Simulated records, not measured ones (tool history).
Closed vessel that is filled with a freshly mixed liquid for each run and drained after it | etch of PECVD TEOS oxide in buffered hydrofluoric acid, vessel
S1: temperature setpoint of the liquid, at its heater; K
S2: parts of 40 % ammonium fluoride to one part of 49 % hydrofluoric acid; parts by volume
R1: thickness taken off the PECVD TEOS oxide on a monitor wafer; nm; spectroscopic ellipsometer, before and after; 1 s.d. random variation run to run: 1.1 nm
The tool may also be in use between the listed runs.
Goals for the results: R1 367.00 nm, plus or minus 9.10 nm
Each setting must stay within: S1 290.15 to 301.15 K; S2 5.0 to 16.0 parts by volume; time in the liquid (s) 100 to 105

{"run": 1, "day": 0.0, "S1": 293.15, "S2": 9.5, "time in the liquid (s)": 100, "R1": 168.03}
{"run": 2, "day": 0.292, "S1": 295.15, "S2": 8.5, "time in the liquid (s)": 100, "R1": 205.35}
{"run": 3, "day": 0.404, "S1": 296.65, "S2": 7.5, "time in the liquid (s)": 100, "R1": 256.41}
{"run": 4, "day": 0.617, "S1": 297.65, "S2": 7.5, "time in the liquid (s)": 100, "R1": 269.85}
{"run": 5, "day": 0.767, "S1": 300.15, "S2": 7.5, "time in the liquid (s)": 100, "R1": 308.16}
{"run": 6, "day": 1.029, "S1": 300.15, "S2": 5.0, "time in the liquid (s)": 100, "R1": 441.64}
{"run": 7, "day": 1.162, "S1": 299.15, "S2": 5.0, "time in the liquid (s)": 100, "R1": 420.71}
{"run": 8, "day": 1.508, "S1": 298.65, "S2": 5.0, "time in the liquid (s)": 100, "R1": 411.84}
{"run": 9, "day": 1.688, "S1": 298.15, "S2": 5.0, "time in the liquid (s)": 100, "R1": 399.94}
{"run": 10, "day": 2.067, "S1": 297.65, "S2": 5.0, "time in the liquid (s)": 100, "R1": 387.33}
{"run": 11, "day": 2.446, "S1": 297.65, "S2": 5.0, "time in the liquid (s)": 100, "R1": 387.07}
{"run": 12, "day": 2.604, "S1": 297.15, "S2": 5.0, "time in the liquid (s)": 100, "R1": 378.15}

Consider the 5 candidate settings below. Which is the only one whose results all fall within their allowed miss of target?
{"run": "A", "day": 2.762, "S1": 297.65, "S2": 5.0, "time in the liquid (s)": 100, "R1": "?"}
{"run": "B", "day": 2.762, "S1": 295.65, "S2": 5.0, "time in the liquid (s)": 105, "R1": "?"}
{"run": "C", "day": 2.762, "S1": 299.65, "S2": 6.5, "time in the liquid (s)": 100, "R1": "?"}
{"run": "D", "day": 2.762, "S1": 300.65, "S2": 7.0, "time in the liquid (s)": 100, "R1": "?"}
{"run": "E", "day": 2.762, "S1": 294.65, "S2": 5.0, "time in the liquid (s)": 105, "R1": "?"}

move=A R1=388.14
move=B R1=365.44
move=C R1=345.76
move=D R1=342.01
move=E R1=345.85
A: moves away from the targets compared with the last run
B: hits every target within its allowed miss
C: the result that was furthest off in the last run now lies on the other side of its target
D: the result that was furthest off in the last run now lies on the other side of its target
E: the result that was furthest off in the last run now lies on the other side of its target
B is the move that brings every result within its allowed miss.
